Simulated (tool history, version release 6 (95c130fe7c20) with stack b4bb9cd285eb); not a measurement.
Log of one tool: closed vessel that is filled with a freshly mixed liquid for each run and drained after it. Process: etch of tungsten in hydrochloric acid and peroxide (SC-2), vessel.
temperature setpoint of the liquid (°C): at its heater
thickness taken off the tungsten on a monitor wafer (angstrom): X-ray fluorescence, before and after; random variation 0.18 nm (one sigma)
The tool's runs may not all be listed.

run  hour  temperature setpoint of the liquid (°C)  parts of water to one part each of 37 % hydrochloric acid and 30 % peroxide (parts by volume)  time in the liquid (s)  thickness taken off the tungsten on a monitor wafer (angstrom)
  1     0                                       51                                                                                              9                      90                                                          175.84
  2   6.6                                     51.5                                                                                              9                      90                                                           181.8
  3    13                                     51.5                                                                                              9                      90                                                          181.85
  4  19.3                                     51.5                                                                                              9                      90                                                          181.12
  5  23.4                                       52                                                                                              9                      90                                                           188.6
  6  25.9                                       52                                                                                              9                      95                                                          199.42
  7  30.8                                     52.5                                                                                              9                      95                                                          204.69
  8  37.1                                     52.5                                                                                              9                      95                                                          201.76

Forecast run 9:
  9  41.6                                       57                                                                                              9                      95                                                               ?

thickness taken off the tungsten on a monitor wafer (angstrom): 271.99

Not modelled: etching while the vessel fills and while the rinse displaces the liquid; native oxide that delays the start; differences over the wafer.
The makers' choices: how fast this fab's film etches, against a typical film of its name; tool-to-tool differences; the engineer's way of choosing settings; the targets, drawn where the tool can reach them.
